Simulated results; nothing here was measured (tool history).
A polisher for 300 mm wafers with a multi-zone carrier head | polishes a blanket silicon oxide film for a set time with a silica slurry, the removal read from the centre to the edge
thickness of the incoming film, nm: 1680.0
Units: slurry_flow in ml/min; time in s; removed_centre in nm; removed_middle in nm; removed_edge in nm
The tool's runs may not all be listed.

{"run": 1, "hour": 0.0, "slurry_flow": 165, "centre_zone": 1, "middle_zone": 1, "edge_zone": 1, "slurry_solids": 1, "time": 80, "removed_centre": 351.26, "removed_middle": 336.25, "removed_edge": 346.54}
{"run": 2, "hour": 7.6, "slurry_flow": 170, "centre_zone": 1, "middle_zone": 0.99, "edge_zone": 1.02, "slurry_solids": 1.05, "time": 80, "removed_centre": 349.87, "removed_middle": 352.39, "removed_edge": 362.74}
{"run": 3, "hour": 14.2, "slurry_flow": 170, "centre_zone": 1, "middle_zone": 0.99, "edge_zone": 1.02, "slurry_solids": 1.05, "time": 98, "removed_centre": 432.31, "removed_middle": 416.82, "removed_edge": 438.72}
{"run": 4, "hour": 21.7, "slurry_flow": 170, "centre_zone": 1, "middle_zone": 1.07, "edge_zone": 1.02, "slurry_solids": 1.05, "time": 98, "removed_centre": 445, "removed_middle": 449.11, "removed_edge": 437.12}
{"run": 5, "hour": 27.1, "slurry_flow": 165, "centre_zone": 1, "middle_zone": 1.05, "edge_zone": 1.03, "slurry_solids": 1.05, "time": 98, "removed_centre": 422.73, "removed_middle": 434.83, "removed_edge": 438.26}
{"run": 6, "hour": 30.9, "slurry_flow": 135, "centre_zone": 1, "middle_zone": 1.05, "edge_zone": 1.03, "slurry_solids": 1.05, "time": 98, "removed_centre": 411.43, "removed_middle": 434.79, "removed_edge": 427.34}
{"run": 7, "hour": 33.9, "slurry_flow": 140, "centre_zone": 1, "middle_zone": 1.03, "edge_zone": 1.04, "slurry_solids": 1.05, "time": 98, "removed_centre": 420.68, "removed_middle": 418.34, "removed_edge": 428.46}
{"run": 8, "hour": 36.1, "slurry_flow": 140, "centre_zone": 1, "middle_zone": 1.02, "edge_zone": 1.05, "slurry_solids": 1.05, "time": 98, "removed_centre": 422.05, "removed_middle": 420.93, "removed_edge": 450.99}
{"run": 9, "hour": 44.7, "slurry_flow": 140, "centre_zone": 1, "middle_zone": 1.02, "edge_zone": 1.05, "slurry_solids": 1.05, "time": 98, "removed_centre": 412.09, "removed_middle": 411.79, "removed_edge": 436.36}
{"run": 10, "hour": 50.3, "slurry_flow": 145, "centre_zone": 1, "middle_zone": 1.01, "edge_zone": 1.06, "slurry_solids": 1.05, "time": 98, "removed_centre": 419.34, "removed_middle": 431.37, "removed_edge": 451.1}
{"run": 11, "hour": 52.7, "slurry_flow": 145, "centre_zone": 1.01, "middle_zone": 0.99, "edge_zone": 1.06, "slurry_solids": 1.05, "time": 98, "removed_centre": 418.26, "removed_middle": 399.11, "removed_edge": 442.65}

The next listed run, before its measurement:
{"run": 12, "hour": 55.6, "slurry_flow": 145, "centre_zone": 1.01, "middle_zone": 0.99, "edge_zone": 1.07, "slurry_solids": 1.05, "time": 98, "removed_centre": "?", "removed_middle": "?", "removed_edge": "?"}

Run 12 yielded removed_centre 432.37 nm, removed_middle 417.84 nm, removed_edge 437.17 nm.
